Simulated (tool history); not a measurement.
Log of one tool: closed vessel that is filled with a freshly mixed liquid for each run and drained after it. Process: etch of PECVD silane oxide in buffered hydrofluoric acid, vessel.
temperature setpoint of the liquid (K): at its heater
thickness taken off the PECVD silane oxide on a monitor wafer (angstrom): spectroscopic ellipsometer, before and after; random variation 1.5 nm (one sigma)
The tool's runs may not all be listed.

| run | hour | temperature setpoint of the liquid (K) | parts of 40 % ammonium fluoride to one part of 49 % hydrofluoric acid (parts by volume) | time in the liquid (s) | thickness taken off the PECVD silane oxide on a monitor wafer (angstrom) |
|---|---|---|---|---|---|
| 1 | 0.0 | 294.15 | 17.0 | 90 | 1436.6 |
| 2 | 1.8 | 297.15 | 17.0 | 90 | 1675.9 |
| 3 | 10.2 | 298.65 | 14.5 | 90 | 2133.0 |
| 4 | 16.8 | 296.65 | 14.5 | 90 | 1922.6 |
| 5 | 17.8 | 296.65 | 16.5 | 90 | 1692.0 |
| 6 | 26.2 | 298.15 | 14.5 | 90 | 2078.7 |

Run 7 comes next. What will it give?
| 7 | 27.4 | 299.15 | 13.0 | 90 | ? |

{"run 7": {"thickness taken off the PECVD silane oxide on a monitor wafer (angstrom)": 2440.3}}
